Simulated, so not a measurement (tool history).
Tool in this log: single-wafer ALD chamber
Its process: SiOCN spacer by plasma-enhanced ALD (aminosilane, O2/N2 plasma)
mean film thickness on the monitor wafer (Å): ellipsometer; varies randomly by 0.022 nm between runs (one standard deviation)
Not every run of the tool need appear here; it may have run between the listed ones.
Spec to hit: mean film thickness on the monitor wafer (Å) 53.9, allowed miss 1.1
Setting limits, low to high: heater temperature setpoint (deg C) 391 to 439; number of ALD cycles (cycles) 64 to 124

run    day  heater temperature setpoint (deg C)  number of ALD cycles (cycles)  mean film thickness on the monitor wafer (Å)
  1      0                                  415                             94                                        47.651
  2  0.333                                  415                             84                                        42.475
  3  0.429                                  415                             71                                        36.056
  4  0.704                                  415                             64                                        32.437
  5  0.938                                  407                             64                                        33.125
  6  1.083                                  406                             74                                        38.455
  7  1.204                                  395                             89                                        47.276
  8  1.396                                  394                             92                                        48.668
  9  1.496                                  394                             94                                        49.651

Which one of the following 5 next-run settings gets every result inside its allowed miss? There is exactly one.
  A  1.596                                  392                             87                                             ?
  B  1.596                                  392                             88                                             ?
  C  1.596                                  391                            101                                             ?
  D  1.596                                  405                            110                                             ?
  E  1.596                                  396                             83                                             ?

move  mean film thickness on the monitor wafer (Å)
   A                                        46.058
   B                                        46.588
   C                                         53.47
   D                                        57.606
   E                                        43.941
A: the biggest miss grows against the last run
B: the biggest miss grows against the last run
C: every result lands within tolerance
D: the result that was furthest off in the last run now lies on the other side of its target
E: the biggest miss grows against the last run
So the answer is move C, the one that meets all the targets.
